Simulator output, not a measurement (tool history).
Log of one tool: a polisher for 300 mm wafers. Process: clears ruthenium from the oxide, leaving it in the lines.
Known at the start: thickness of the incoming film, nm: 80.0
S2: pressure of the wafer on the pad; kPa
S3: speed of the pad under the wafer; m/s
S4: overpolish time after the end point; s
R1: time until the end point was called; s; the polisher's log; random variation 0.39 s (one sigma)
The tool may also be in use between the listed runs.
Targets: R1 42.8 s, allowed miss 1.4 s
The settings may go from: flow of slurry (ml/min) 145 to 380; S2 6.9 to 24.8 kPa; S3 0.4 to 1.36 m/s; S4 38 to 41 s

Run 1, hour 0: flow of slurry (ml/min) 245, S2 15.9 kPa, S3 0.88 m/s, S4 38 s. Result: R1 79.402 s.
Run 2, hour 8.2: flow of slurry (ml/min) 220, S2 15.9 kPa, S3 0.88 m/s, S4 38 s. Result: R1 79.443 s.
Run 3, hour 10.2: flow of slurry (ml/min) 220, S2 15.9 kPa, S3 0.88 m/s, S4 41 s. Result: R1 79.846 s.
Run 4, hour 12.1: flow of slurry (ml/min) 220, S2 15.9 kPa, S3 0.88 m/s, S4 38 s. Result: R1 78.708 s.
Run 5, hour 15.8: flow of slurry (ml/min) 220, S2 18.6 kPa, S3 0.9 m/s, S4 38 s. Result: R1 66.916 s.
Run 6, hour 17.1: flow of slurry (ml/min) 195, S2 18.6 kPa, S3 0.9 m/s, S4 38 s. Result: R1 66.824 s.
Run 7, hour 23.9: flow of slurry (ml/min) 195, S2 20.7 kPa, S3 0.94 m/s, S4 38 s. Result: R1 58.381 s.
Run 8, hour 31.6: flow of slurry (ml/min) 195, S2 22.1 kPa, S3 0.98 m/s, S4 38 s. Result: R1 52.347 s.
Run 9, hour 36.8: flow of slurry (ml/min) 195, S2 22.8 kPa, S3 1 m/s, S4 38 s. Result: R1 50.403 s.
Run 10, hour 44: flow of slurry (ml/min) 195, S2 23.4 kPa, S3 1.02 m/s, S4 38 s. Result: R1 48.563 s.
Run 11, hour 48.3: flow of slurry (ml/min) 195, S2 24.1 kPa, S3 1.04 m/s, S4 38 s. Result: R1 45.412 s.

Which of these 5 next moves meets every target?
Run A, hour 52.6: flow of slurry (ml/min) 145, S2 21.4 kPa, S3 1.32 m/s, S4 38 s. Result: R1 ?.
Run B, hour 52.6: flow of slurry (ml/min) 150, S2 24.8 kPa, S3 1.24 m/s, S4 38 s. Result: R1 ?.
Run C, hour 52.6: flow of slurry (ml/min) 200, S2 24.8 kPa, S3 1.18 m/s, S4 41 s. Result: R1 ?.
Run D, hour 52.6: flow of slurry (ml/min) 175, S2 22.8 kPa, S3 1.1 m/s, S4 38 s. Result: R1 ?.
Run E, hour 52.6: flow of slurry (ml/min) 155, S2 24.1 kPa, S3 1.04 m/s, S4 38 s. Result: R1 ?.

move      R1
   A   42.64
   B  38.867
   C  38.724
   D  46.167
   E  47.116
A: meets every target
B: takes the result that was furthest off past its target
C: takes the result that was furthest off past its target
D: further off than the last run
E: further off than the last run
Answer: A
